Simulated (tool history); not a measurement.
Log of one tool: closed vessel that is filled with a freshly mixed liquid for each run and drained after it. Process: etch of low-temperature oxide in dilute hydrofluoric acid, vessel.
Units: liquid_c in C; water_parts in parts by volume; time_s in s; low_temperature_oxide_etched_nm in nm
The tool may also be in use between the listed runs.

run,hour,liquid_c,water_parts,time_s,low_temperature_oxide_etched_nm
1,0,25,70,95,30.693
2,2.9,25,70,95,30.829
3,11.4,26,65,95,35.168
4,20,26,65,95,35.346
5,28.5,26,55,95,42.217
6,32.7,26,55,105,46.65
7,38.9,27,50,105,53.808
8,46.4,31,20,105,166.25
9,53.5,30.5,20,105,162.96

The next listed run, before its measurement:
10,62.6,30,20,105,?

{"run 10": {"low_temperature_oxide_etched_nm": 157.74}}
